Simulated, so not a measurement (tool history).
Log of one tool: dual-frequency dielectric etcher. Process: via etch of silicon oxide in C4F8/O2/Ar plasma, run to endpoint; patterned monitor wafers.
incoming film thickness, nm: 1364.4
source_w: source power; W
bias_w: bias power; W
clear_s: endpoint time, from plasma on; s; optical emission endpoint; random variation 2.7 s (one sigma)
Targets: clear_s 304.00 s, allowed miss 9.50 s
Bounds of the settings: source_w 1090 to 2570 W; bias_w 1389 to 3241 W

run	hour	source_w	bias_w	clear_s
1	0.0	1830	2315	254.96
2	7.6	1830	2458	247.40
3	10.7	1700	2356	260.09
4	18.2	1590	2290	267.10
5	26.0	1500	2211	275.12
6	27.8	1320	2211	280.22
7	29.7	1270	2139	284.10
8	30.7	1230	2068	295.22

Which of these 4 next moves meets every target?
A	31.7	1170	2302	?
B	31.7	1150	2288	?
C	31.7	1090	1745	?
D	31.7	1120	1979	?

move	clear_s
A	284.95
B	286.67
C	319.89
D	303.88
A: further off than the last run
B: further off than the last run
C: takes the result that was furthest off past its target
D: meets every target
The right move is D.
